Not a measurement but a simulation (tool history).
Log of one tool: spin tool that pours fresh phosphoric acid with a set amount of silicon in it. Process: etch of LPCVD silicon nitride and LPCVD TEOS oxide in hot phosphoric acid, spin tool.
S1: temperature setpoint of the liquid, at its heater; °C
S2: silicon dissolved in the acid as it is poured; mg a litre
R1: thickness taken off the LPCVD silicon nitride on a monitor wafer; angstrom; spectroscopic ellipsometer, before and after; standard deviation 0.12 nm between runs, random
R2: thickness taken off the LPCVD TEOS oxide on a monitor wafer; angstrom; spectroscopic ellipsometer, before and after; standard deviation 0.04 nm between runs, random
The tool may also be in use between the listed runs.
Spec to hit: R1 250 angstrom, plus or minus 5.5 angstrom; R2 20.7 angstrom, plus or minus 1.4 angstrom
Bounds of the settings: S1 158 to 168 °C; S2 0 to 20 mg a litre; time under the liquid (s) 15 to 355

{"run": 1, "hour": 0.0, "S1": 163, "S2": 9, "time under the liquid (s)": 180, "R1": 144.48, "R2": 11.297}
{"run": 2, "hour": 5.5, "S1": 163, "S2": 9, "time under the liquid (s)": 120, "R1": 96.109, "R2": 7.9404}
{"run": 3, "hour": 8.3, "S1": 163, "S2": 9, "time under the liquid (s)": 55, "R1": 43.615, "R2": 3.4087}
{"run": 4, "hour": 17.2, "S1": 165, "S2": 9, "time under the liquid (s)": 55, "R1": 46.609, "R2": 4.0262}
{"run": 5, "hour": 18.1, "S1": 164.5, "S2": 9, "time under the liquid (s)": 95, "R1": 79, "R2": 6.5209}
{"run": 6, "hour": 20.2, "S1": 166, "S2": 9, "time under the liquid (s)": 95, "R1": 84.319, "R2": 7.457}
{"run": 7, "hour": 21.9, "S1": 167.5, "S2": 14.5, "time under the liquid (s)": 185, "R1": 171.34, "R2": 13.789}
{"run": 8, "hour": 27.2, "S1": 167.5, "S2": 14, "time under the liquid (s)": 195, "R1": 180.8, "R2": 15.24}
{"run": 9, "hour": 31.1, "S1": 167.5, "S2": 14, "time under the liquid (s)": 205, "R1": 189.78, "R2": 16.069}
{"run": 10, "hour": 35.4, "S1": 167.5, "S2": 14.5, "time under the liquid (s)": 215, "R1": 198.28, "R2": 16.539}
{"run": 11, "hour": 39.0, "S1": 167.5, "S2": 15, "time under the liquid (s)": 225, "R1": 207.49, "R2": 16.541}
{"run": 12, "hour": 39.8, "S1": 167.5, "S2": 14.5, "time under the liquid (s)": 230, "R1": 211.49, "R2": 18.036}

Consider the 4 candidate settings below. Which is the only one whose results all fall within their allowed miss of target?
{"run": "A", "hour": 40.6, "S1": 168, "S2": 10, "time under the liquid (s)": 185, "R1": "?", "R2": "?"}
{"run": "B", "hour": 40.6, "S1": 168, "S2": 18.5, "time under the liquid (s)": 280, "R1": "?", "R2": "?"}
{"run": "C", "hour": 40.6, "S1": 167.5, "S2": 9.5, "time under the liquid (s)": 270, "R1": "?", "R2": "?"}
{"run": "D", "hour": 40.6, "S1": 168, "S2": 16, "time under the liquid (s)": 265, "R1": "?", "R2": "?"}

move=A R1=172.91 R2=16.399
move=B R1=261.71 R2=20.132
move=C R1=248.3 R2=23.349
move=D R1=247.69 R2=20.358
A: the biggest miss grows against the last run
B: takes the result that was furthest off past its target
C: the furthest-off result lands on target, but another misses its tolerance
D: each result inside its tolerance
Go with D: it meets all targets.
